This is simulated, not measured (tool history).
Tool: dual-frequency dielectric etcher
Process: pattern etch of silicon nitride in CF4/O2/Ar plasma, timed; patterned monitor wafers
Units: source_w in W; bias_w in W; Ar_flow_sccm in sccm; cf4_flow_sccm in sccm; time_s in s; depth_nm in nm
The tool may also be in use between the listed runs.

run	hour	source_w	bias_w	Ar_flow_sccm	cf4_flow_sccm	time_s	depth_nm
1	0.0	670	40	84	95	215.0	491.25
2	4.4	670	40	84	109	215.0	501.75
3	5.5	670	40	84	120	215.0	502.59
4	9.2	670	40	84	133	215.0	509.63
5	18.0	790	40	84	133	215.0	574.18
6	25.2	740	40	84	133	215.0	545.92
7	29.4	700	40	84	133	215.0	526.24

Forecast run 8:
8	32.0	560	39	84	133	215.0	?

{"run 8": {"depth_nm": 447.64}}

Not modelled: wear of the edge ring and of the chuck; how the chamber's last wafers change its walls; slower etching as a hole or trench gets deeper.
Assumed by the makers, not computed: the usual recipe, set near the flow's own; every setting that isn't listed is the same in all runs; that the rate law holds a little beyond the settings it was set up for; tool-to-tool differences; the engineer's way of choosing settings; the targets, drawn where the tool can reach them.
